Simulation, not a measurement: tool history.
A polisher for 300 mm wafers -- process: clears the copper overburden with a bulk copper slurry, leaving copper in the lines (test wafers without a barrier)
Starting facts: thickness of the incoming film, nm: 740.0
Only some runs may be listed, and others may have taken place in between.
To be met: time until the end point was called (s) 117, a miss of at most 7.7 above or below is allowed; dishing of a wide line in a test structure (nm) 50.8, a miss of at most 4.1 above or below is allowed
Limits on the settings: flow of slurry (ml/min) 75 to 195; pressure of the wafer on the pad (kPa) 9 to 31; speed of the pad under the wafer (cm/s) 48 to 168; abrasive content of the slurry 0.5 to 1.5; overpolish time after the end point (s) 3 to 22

| run | hour | flow of slurry (ml/min) | pressure of the wafer on the pad (kPa) | speed of the pad under the wafer (cm/s) | abrasive content of the slurry | overpolish time after the end point (s) | time until the end point was called (s) | dishing of a wide line in a test structure (nm) |
|---|---|---|---|---|---|---|---|---|
| 1 | 0 | 125 | 20 | 108 | 1 | 11 | 69.577 | 51.294 |
| 2 | 4.6 | 125 | 17.9 | 106 | 1 | 12 | 78.355 | 52.627 |
| 3 | 7.9 | 105 | 17.9 | 106 | 1 | 12 | 83.637 | 49.814 |
| 4 | 12.8 | 105 | 17.9 | 106 | 1 | 8 | 84.702 | 37.895 |
| 5 | 19.3 | 105 | 17.9 | 106 | 1 | 3 | 81.872 | 17.34 |
| 6 | 25.3 | 100 | 17.2 | 104 | 1 | 5 | 87.944 | 23.791 |
| 7 | 27.6 | 100 | 16.5 | 102 | 1 | 7 | 95.443 | 32.22 |
| 8 | 31 | 100 | 15.9 | 102 | 1 | 8 | 95.934 | 33.996 |
| 9 | 32.6 | 100 | 15.2 | 102 | 1 | 9 | 99.562 | 35.527 |
| 10 | 36.4 | 100 | 15.2 | 100 | 1 | 10 | 103.22 | 38.299 |
| 11 | 43.6 | 100 | 15.2 | 100 | 1 | 11 | 102.99 | 41.148 |
| 12 | 47.8 | 100 | 14.5 | 100 | 1 | 12 | 102.64 | 41.477 |
| 13 | 50.4 | 100 | 14.5 | 98 | 1 | 13 | 108.84 | 43.059 |

Below are 4 possible settings for the next run. Only one of them brings all results inside the allowed miss of their targets. Which is it?
| A | 53 | 115 | 12.4 | 96 | 1.05 | 19 | ? | ? |
| B | 53 | 100 | 13.8 | 104 | 1.1 | 8 | ? | ? |
| C | 53 | 105 | 16.5 | 82 | 1.3 | 16 | ? | ? |
| D | 53 | 75 | 13.8 | 106 | 0.75 | 12 | ? | ? |

| move | time until the end point was called (s) | dishing of a wide line in a test structure (nm) |
|---|---|---|
| A | 122.39 | 49.681 |
| B | 107.51 | 31.49 |
| C | 107.47 | 50.666 |
| D | 123.52 | 38.063 |
A: every result within its allowed miss
B: lands further from the targets than the last run did
C: puts the biggest miss on target and leaves a different result outside tolerance
D: lands further from the targets than the last run did
A meets every target.
